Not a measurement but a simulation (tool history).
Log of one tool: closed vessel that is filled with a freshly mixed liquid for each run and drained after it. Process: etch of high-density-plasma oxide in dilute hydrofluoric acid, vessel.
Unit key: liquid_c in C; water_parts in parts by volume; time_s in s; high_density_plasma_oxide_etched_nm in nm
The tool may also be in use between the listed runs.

| run | day | liquid_c | water_parts | time_s | high_density_plasma_oxide_etched_nm |
|---|---|---|---|---|---|
| 1 | 0 | 23 | 85 | 30 | 2.9015 |
| 2 | 0.258 | 23 | 110 | 30 | 2.1485 |
| 3 | 0.408 | 24 | 105 | 30 | 2.3537 |
| 4 | 0.504 | 24.5 | 100 | 30 | 2.556 |
| 5 | 0.6 | 26 | 100 | 30 | 2.7205 |
| 6 | 0.767 | 23 | 100 | 30 | 2.4081 |
| 7 | 1.062 | 24 | 100 | 30 | 2.4894 |

Run 8, settings as shown, results not yet in. Your forecast:
| 8 | 1.338 | 24.5 | 100 | 30 | ? |

{"run 8": {"high_density_plasma_oxide_etched_nm": 2.5424}}
